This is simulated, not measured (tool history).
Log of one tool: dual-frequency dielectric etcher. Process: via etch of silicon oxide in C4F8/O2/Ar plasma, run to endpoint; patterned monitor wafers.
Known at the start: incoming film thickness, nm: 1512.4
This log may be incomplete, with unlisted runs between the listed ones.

run  hour  source power (W)  bias power (W)  endpoint time (s)
  1     0              1900            1589             285.01
  2   2.6              2080            1589             271.91
  3     8              1830            1589                289
  4  10.7              1830            1849             275.75
  5  13.8              1830            1739             283.07
  6  19.6              1830            1539             293.74
  7  23.2              1740            1524             301.02
  8  32.2              1660            1511             311.61
  9  38.9              1660            1511              314.9
 10  46.3              1280            1417             366.38
 11  53.7              1310            1420             359.21

Forecast run 12:
 12  59.2              1500            1455                  ?

{"run 12": {"endpoint time (s)": 331.07}}
